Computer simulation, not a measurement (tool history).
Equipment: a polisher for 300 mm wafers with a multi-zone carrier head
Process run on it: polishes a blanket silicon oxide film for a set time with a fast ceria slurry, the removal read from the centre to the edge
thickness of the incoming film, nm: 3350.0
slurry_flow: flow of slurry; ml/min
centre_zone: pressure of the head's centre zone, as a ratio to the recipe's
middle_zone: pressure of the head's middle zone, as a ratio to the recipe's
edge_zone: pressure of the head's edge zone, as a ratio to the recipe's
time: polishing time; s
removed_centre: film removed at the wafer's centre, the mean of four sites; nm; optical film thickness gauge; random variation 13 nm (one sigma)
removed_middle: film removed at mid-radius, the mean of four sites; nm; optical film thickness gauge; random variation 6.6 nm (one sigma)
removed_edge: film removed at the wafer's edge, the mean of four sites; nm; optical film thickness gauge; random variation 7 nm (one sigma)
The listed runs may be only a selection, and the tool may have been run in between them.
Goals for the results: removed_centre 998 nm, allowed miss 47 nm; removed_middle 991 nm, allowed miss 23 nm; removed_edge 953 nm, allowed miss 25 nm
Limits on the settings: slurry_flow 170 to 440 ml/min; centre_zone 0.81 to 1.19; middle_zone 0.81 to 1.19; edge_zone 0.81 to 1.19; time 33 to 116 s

run 1 day=0 | slurry_flow=280 centre_zone=1 middle_zone=1 edge_zone=1 time=74 | removed_centre=727.71 removed_middle=726.2 removed_edge=719.2
run 2 day=0.317 | slurry_flow=295 centre_zone=1.03 middle_zone=1.03 edge_zone=1.05 time=78 | removed_centre=786.76 removed_middle=794.03 removed_edge=786.68
run 3 day=0.375 | slurry_flow=295 centre_zone=1.03 middle_zone=0.96 edge_zone=1.05 time=78 | removed_centre=792.11 removed_middle=740.28 removed_edge=802.4
run 4 day=0.7 | slurry_flow=295 centre_zone=1.03 middle_zone=0.96 edge_zone=1 time=78 | removed_centre=803.51 removed_middle=736.51 removed_edge=782.59
run 5 day=0.879 | slurry_flow=315 centre_zone=1.06 middle_zone=1.01 edge_zone=1.04 time=81 | removed_centre=832.6 removed_middle=807.42 removed_edge=829.71
run 6 day=1.246 | slurry_flow=315 centre_zone=1.06 middle_zone=1.05 edge_zone=1.04 time=81 | removed_centre=825.61 removed_middle=831.57 removed_edge=826.78
run 7 day=1.508 | slurry_flow=305 centre_zone=1.09 middle_zone=1.07 edge_zone=1.04 time=84 | removed_centre=895.15 removed_middle=868.46 removed_edge=848.03
run 8 day=1.792 | slurry_flow=315 centre_zone=1.11 middle_zone=1.09 edge_zone=1.06 time=86 | removed_centre=927.27 removed_middle=901.4 removed_edge=882.7
run 9 day=2.15 | slurry_flow=325 centre_zone=1.12 middle_zone=1.11 edge_zone=1.07 time=87 | removed_centre=936.04 removed_middle=931.08 removed_edge=894.84
run 10 day=2.379 | slurry_flow=335 centre_zone=1.13 middle_zone=1.12 edge_zone=1.08 time=88 | removed_centre=983.46 removed_middle=969.05 removed_edge=907.95
run 11 day=2.479 | slurry_flow=340 centre_zone=1.13 middle_zone=1.11 edge_zone=1.1 time=88 | removed_centre=983.06 removed_middle=952.49 removed_edge=923.43
run 12 day=2.596 | slurry_flow=350 centre_zone=1.13 middle_zone=1.11 edge_zone=1.11 time=88 | removed_centre=969.4 removed_middle=957.85 removed_edge=924.3
run 13 day=2.792 | slurry_flow=355 centre_zone=1.13 middle_zone=1.11 edge_zone=1.12 time=88 | removed_centre=988.47 removed_middle=951.45 removed_edge=937.21
run 14 day=2.817 | slurry_flow=365 centre_zone=1.13 middle_zone=1.12 edge_zone=1.12 time=88 | removed_centre=975.64 removed_middle=977.1 removed_edge=929.14
run 15 day=3 | slurry_flow=370 centre_zone=1.13 middle_zone=1.12 edge_zone=1.13 time=88 | removed_centre=989.88 removed_middle=965.16 removed_edge=931
run 16 day=3.154 | slurry_flow=370 centre_zone=1.13 middle_zone=1.12 edge_zone=1.14 time=88 | removed_centre=1008.7 removed_middle=970.27 removed_edge=935.44
run 17 day=3.446 | slurry_flow=370 centre_zone=1.12 middle_zone=1.12 edge_zone=1.15 time=88 | removed_centre=984.41 removed_middle=972.42 removed_edge=947.67
run 18 day=3.525 | slurry_flow=375 centre_zone=1.12 middle_zone=1.12 edge_zone=1.15 time=88 | removed_centre=981.32 removed_middle=963.18 removed_edge=953.16

Which one of the following 5 next-run settings gets every result inside its allowed miss? There is exactly one.
run A day=3.604 | slurry_flow=365 centre_zone=1.05 middle_zone=1.01 edge_zone=1.17 time=90 | removed_centre=? removed_middle=? removed_edge=?
run B day=3.604 | slurry_flow=190 centre_zone=1.15 middle_zone=1.12 edge_zone=1.13 time=92 | removed_centre=? removed_middle=? removed_edge=?
run C day=3.604 | slurry_flow=305 centre_zone=1.15 middle_zone=1.16 edge_zone=1.18 time=89 | removed_centre=? removed_middle=? removed_edge=?
run D day=3.604 | slurry_flow=345 centre_zone=1.1 middle_zone=1.06 edge_zone=1.19 time=90 | removed_centre=? removed_middle=? removed_edge=?
run E day=3.604 | slurry_flow=345 centre_zone=1.09 middle_zone=1.01 edge_zone=1.03 time=93 | removed_centre=? removed_middle=? removed_edge=?

move=A removed_centre=940.85 removed_middle=900.82 removed_edge=970.31
move=B removed_centre=983.91 removed_middle=943.82 removed_edge=927.49
move=C removed_centre=1004.6 removed_middle=987.77 removed_edge=951.25
move=D removed_centre=981.66 removed_middle=934.21 removed_edge=975.05
move=E removed_centre=1004.7 removed_middle=926.83 removed_edge=936.98
A: the biggest miss grows against the last run
B: the biggest miss grows against the last run
C: each result inside its tolerance
D: the biggest miss grows against the last run
E: the biggest miss grows against the last run
The right move is C.
